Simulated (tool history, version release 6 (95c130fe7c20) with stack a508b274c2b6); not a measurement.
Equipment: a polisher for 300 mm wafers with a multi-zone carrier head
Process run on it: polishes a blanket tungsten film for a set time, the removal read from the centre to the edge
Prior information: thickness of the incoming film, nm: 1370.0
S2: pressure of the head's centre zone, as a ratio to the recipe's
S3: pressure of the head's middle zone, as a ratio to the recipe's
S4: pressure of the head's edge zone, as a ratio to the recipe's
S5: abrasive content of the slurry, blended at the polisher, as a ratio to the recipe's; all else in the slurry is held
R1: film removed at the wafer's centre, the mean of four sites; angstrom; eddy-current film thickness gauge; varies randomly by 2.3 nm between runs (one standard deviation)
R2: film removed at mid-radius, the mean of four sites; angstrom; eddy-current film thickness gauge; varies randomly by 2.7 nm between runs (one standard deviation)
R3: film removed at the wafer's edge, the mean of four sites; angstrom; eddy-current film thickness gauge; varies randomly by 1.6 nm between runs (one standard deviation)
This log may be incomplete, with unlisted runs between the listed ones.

run 1 hour=0.0 | flow_of_slurry_(ml/min)=290 S2=1.00 S3=1.00 S4=1.00 S5=1.0 polishing_time_(s)=73 | R1=2477.4 R2=2521.9 R3=2565.5
run 2 hour=7.2 | flow_of_slurry_(ml/min)=290 S2=1.02 S3=0.97 S4=1.00 S5=1.0 polishing_time_(s)=73 | R1=2514.4 R2=2434.2 R3=2569.6
run 3 hour=12.7 | flow_of_slurry_(ml/min)=290 S2=1.02 S3=0.97 S4=1.00 S5=1.1 polishing_time_(s)=73 | R1=2577.5 R2=2586.3 R3=2635.7
run 4 hour=18.9 | flow_of_slurry_(ml/min)=290 S2=1.02 S3=1.00 S4=1.00 S5=1.1 polishing_time_(s)=73 | R1=2578.8 R2=2610.9 R3=2640.6
run 5 hour=22.3 | flow_of_slurry_(ml/min)=285 S2=1.04 S3=0.96 S4=0.99 S5=1.1 polishing_time_(s)=73 | R1=2612.3 R2=2427.2 R3=2606.8
run 6 hour=30.5 | flow_of_slurry_(ml/min)=285 S2=1.04 S3=0.96 S4=0.93 S5=1.1 polishing_time_(s)=73 | R1=2628.0 R2=2507.5 R3=2537.0

Estimate the outcome of run 7 from the log above:
run 7 hour=35.1 | flow_of_slurry_(ml/min)=280 S2=1.05 S3=0.94 S4=0.93 S5=1.1 polishing_time_(s)=73 | R1=? R2=? R3=?

{"run 7": {"R1": 2632.3, "R2": 2464.2, "R3": 2537.5}}
